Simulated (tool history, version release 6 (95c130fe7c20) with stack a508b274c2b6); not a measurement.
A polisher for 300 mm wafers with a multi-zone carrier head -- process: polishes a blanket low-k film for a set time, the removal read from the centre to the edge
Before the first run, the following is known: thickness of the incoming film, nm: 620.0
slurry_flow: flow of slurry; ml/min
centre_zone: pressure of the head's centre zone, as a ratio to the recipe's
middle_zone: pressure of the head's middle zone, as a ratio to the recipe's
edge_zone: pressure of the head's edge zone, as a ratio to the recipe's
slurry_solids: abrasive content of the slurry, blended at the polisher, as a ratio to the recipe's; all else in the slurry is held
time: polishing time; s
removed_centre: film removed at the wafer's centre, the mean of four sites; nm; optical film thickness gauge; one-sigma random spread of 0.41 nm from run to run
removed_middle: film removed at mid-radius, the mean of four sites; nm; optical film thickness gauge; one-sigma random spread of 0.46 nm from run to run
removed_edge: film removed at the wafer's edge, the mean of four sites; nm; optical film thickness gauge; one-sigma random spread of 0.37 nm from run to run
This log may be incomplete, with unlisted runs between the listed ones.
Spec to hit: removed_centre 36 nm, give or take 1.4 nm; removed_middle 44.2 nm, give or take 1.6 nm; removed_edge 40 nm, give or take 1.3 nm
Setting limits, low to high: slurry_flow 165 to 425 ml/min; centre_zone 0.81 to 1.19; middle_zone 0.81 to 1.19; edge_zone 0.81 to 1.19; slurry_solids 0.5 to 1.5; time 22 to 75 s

run 1 day=0 | slurry_flow=275 centre_zone=1 middle_zone=1 edge_zone=1 slurry_solids=1 time=48 | removed_centre=23.788 removed_middle=24.055 removed_edge=23.308
run 2 day=0.317 | slurry_flow=275 centre_zone=1 middle_zone=1 edge_zone=1 slurry_solids=1 time=38 | removed_centre=18.819 removed_middle=19.268 removed_edge=18.486
run 3 day=0.346 | slurry_flow=275 centre_zone=1 middle_zone=1 edge_zone=1.05 slurry_solids=1 time=38 | removed_centre=18.961 removed_middle=19.329 removed_edge=18.99
run 4 day=0.425 | slurry_flow=275 centre_zone=1 middle_zone=1 edge_zone=1.02 slurry_solids=1 time=38 | removed_centre=18.664 removed_middle=19.363 removed_edge=18.868
run 5 day=0.5 | slurry_flow=280 centre_zone=0.98 middle_zone=1.03 edge_zone=1.05 slurry_solids=1.1 time=43 | removed_centre=22.457 removed_middle=23.798 removed_edge=22.74
run 6 day=0.808 | slurry_flow=285 centre_zone=0.96 middle_zone=1.05 edge_zone=1.08 slurry_solids=1.2 time=46 | removed_centre=24.041 removed_middle=26.434 removed_edge=25.251
run 7 day=0.842 | slurry_flow=285 centre_zone=0.95 middle_zone=1.07 edge_zone=1.1 slurry_solids=1.25 time=49 | removed_centre=25.748 removed_middle=29.596 removed_edge=28.588
run 8 day=0.971 | slurry_flow=285 centre_zone=0.95 middle_zone=1.07 edge_zone=1.1 slurry_solids=1.25 time=49 | removed_centre=26.119 removed_middle=30.072 removed_edge=28.129
run 9 day=1.017 | slurry_flow=285 centre_zone=0.95 middle_zone=1.08 edge_zone=1.11 slurry_solids=1.3 time=51 | removed_centre=27.708 removed_middle=31.631 removed_edge=29.938
run 10 day=1.05 | slurry_flow=285 centre_zone=0.95 middle_zone=1.08 edge_zone=1.11 slurry_solids=1.3 time=51 | removed_centre=27.792 removed_middle=31.925 removed_edge=29.972

Consider the 4 candidate settings below. Which is the only one whose results all fall within their allowed miss of target?
run A day=1.083 | slurry_flow=285 centre_zone=1.11 middle_zone=1.09 edge_zone=1.07 slurry_solids=1.25 time=34 | removed_centre=? removed_middle=? removed_edge=?
run B day=1.083 | slurry_flow=380 centre_zone=0.93 middle_zone=1.14 edge_zone=1.14 slurry_solids=1.4 time=63 | removed_centre=? removed_middle=? removed_edge=?
run C day=1.083 | slurry_flow=300 centre_zone=0.85 middle_zone=1.06 edge_zone=1.16 slurry_solids=1.15 time=44 | removed_centre=? removed_middle=? removed_edge=?
run D day=1.083 | slurry_flow=285 centre_zone=1.19 middle_zone=1.04 edge_zone=1.09 slurry_solids=1.4 time=57 | removed_centre=? removed_middle=? removed_edge=?

move=A removed_centre=21.176 removed_middle=20.964 removed_edge=19.182
move=B removed_centre=35.56 removed_middle=43.627 removed_edge=39.361
move=C removed_centre=20.219 removed_middle=25.6 removed_edge=24.943
move=D removed_centre=40.032 removed_middle=35.496 removed_edge=34.159
A: moves away from the targets compared with the last run
B: all results in spec
C: moves away from the targets compared with the last run
D: moves toward the targets from the last run without getting all of them in spec
Move B is the one to make.
